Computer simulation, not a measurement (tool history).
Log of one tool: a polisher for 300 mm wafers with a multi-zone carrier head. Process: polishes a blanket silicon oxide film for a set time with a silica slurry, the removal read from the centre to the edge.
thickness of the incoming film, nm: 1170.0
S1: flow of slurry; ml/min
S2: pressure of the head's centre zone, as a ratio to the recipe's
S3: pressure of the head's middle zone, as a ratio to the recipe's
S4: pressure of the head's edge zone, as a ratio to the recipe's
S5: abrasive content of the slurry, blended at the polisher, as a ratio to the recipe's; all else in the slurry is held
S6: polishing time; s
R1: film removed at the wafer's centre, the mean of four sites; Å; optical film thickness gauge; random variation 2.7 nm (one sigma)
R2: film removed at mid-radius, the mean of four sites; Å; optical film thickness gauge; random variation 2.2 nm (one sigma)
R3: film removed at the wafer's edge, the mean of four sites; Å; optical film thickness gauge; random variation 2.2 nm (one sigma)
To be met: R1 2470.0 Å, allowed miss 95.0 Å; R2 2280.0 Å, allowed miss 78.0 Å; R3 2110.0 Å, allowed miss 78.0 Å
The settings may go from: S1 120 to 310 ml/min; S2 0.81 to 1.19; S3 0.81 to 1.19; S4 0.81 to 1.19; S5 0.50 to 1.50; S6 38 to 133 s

| run | hour | S1 | S2 | S3 | S4 | S5 | S6 | R1 | R2 | R3 |
|---|---|---|---|---|---|---|---|---|---|---|
| 1 | 0.0 | 200 | 1.00 | 1.00 | 1.00 | 1.00 | 85 | 3810.8 | 3821.8 | 3743.0 |
| 2 | 0.6 | 200 | 1.00 | 1.00 | 1.00 | 0.90 | 85 | 3699.0 | 3596.7 | 3570.7 |
| 3 | 1.2 | 200 | 1.00 | 1.00 | 1.00 | 1.00 | 85 | 3860.9 | 3871.6 | 3682.9 |
| 4 | 3.5 | 200 | 1.05 | 1.00 | 1.00 | 1.00 | 85 | 4016.1 | 3788.6 | 3723.1 |
| 5 | 7.1 | 200 | 1.05 | 1.01 | 0.98 | 0.90 | 81 | 3556.2 | 3432.1 | 3311.8 |
| 6 | 10.8 | 200 | 1.05 | 1.01 | 0.90 | 0.90 | 81 | 3702.6 | 3517.1 | 3278.5 |
| 7 | 18.3 | 200 | 1.05 | 1.01 | 0.89 | 0.85 | 78 | 3409.2 | 3329.6 | 3019.9 |
| 8 | 21.4 | 200 | 1.06 | 1.00 | 0.88 | 0.80 | 76 | 3290.8 | 3046.3 | 2901.8 |
| 9 | 23.9 | 200 | 1.06 | 1.01 | 0.87 | 0.75 | 74 | 3025.6 | 2903.9 | 2691.7 |
| 10 | 26.6 | 200 | 1.07 | 1.01 | 0.86 | 0.70 | 73 | 2975.8 | 2806.5 | 2549.1 |
| 11 | 34.5 | 195 | 1.07 | 1.01 | 0.86 | 0.65 | 72 | 2799.6 | 2594.6 | 2383.3 |
| 12 | 39.5 | 140 | 1.04 | 0.99 | 0.81 | 0.55 | 72 | 2281.1 | 2206.2 | 2025.2 |
| 13 | 46.2 | 145 | 1.04 | 0.99 | 0.81 | 0.55 | 72 | 2356.5 | 2237.1 | 2076.9 |
| 14 | 48.9 | 150 | 1.04 | 0.99 | 0.81 | 0.55 | 72 | 2388.9 | 2219.6 | 2043.5 |
| 15 | 51.0 | 155 | 1.04 | 0.99 | 0.81 | 0.55 | 72 | 2378.4 | 2230.5 | 2075.3 |

Which of these 5 next moves meets every target?
| A | 53.1 | 165 | 0.89 | 0.98 | 0.90 | 0.60 | 68 | ? | ? | ? |
| B | 53.1 | 165 | 1.00 | 1.03 | 0.81 | 0.60 | 67 | ? | ? | ? |
| C | 53.1 | 175 | 0.98 | 0.90 | 0.88 | 0.50 | 75 | ? | ? | ? |
| D | 53.1 | 125 | 1.12 | 1.03 | 0.89 | 0.50 | 78 | ? | ? | ? |
| E | 53.1 | 165 | 1.03 | 1.04 | 0.86 | 0.50 | 74 | ? | ? | ? |

| move | R1 | R2 | R3 |
|---|---|---|---|
| A | 2067.6 | 2252.6 | 2119.2 |
| B | 2291.9 | 2313.7 | 2003.3 |
| C | 2284.7 | 2101.2 | 2101.2 |
| D | 2518.5 | 2283.4 | 2086.1 |
| E | 2345.1 | 2316.2 | 2035.3 |
A: further off than the last run
B: further off than the last run
C: further off than the last run
D: meets every target
E: further off than the last run
Answer: D
